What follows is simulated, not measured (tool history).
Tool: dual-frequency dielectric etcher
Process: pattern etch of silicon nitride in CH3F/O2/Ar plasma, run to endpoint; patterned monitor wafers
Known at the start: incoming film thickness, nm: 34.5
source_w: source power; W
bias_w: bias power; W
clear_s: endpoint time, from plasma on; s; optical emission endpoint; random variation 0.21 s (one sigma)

{"run": 1, "hour": 0.0, "source_w": 460, "bias_w": 83, "clear_s": 45.468}
{"run": 2, "hour": 3.5, "source_w": 420, "bias_w": 82, "clear_s": 47.633}
{"run": 3, "hour": 8.6, "source_w": 420, "bias_w": 87, "clear_s": 46.413}
{"run": 4, "hour": 12.2, "source_w": 390, "bias_w": 87, "clear_s": 47.95}
{"run": 5, "hour": 18.5, "source_w": 390, "bias_w": 99, "clear_s": 46.193}
{"run": 6, "hour": 25.0, "source_w": 360, "bias_w": 98, "clear_s": 47.951}
{"run": 7, "hour": 25.5, "source_w": 350, "bias_w": 98, "clear_s": 48.144}

Run 8 comes next. What will it give?
{"run": 8, "hour": 33.9, "source_w": 340, "bias_w": 98, "clear_s": "?"}

{"run 8": {"clear_s": 49.378}}
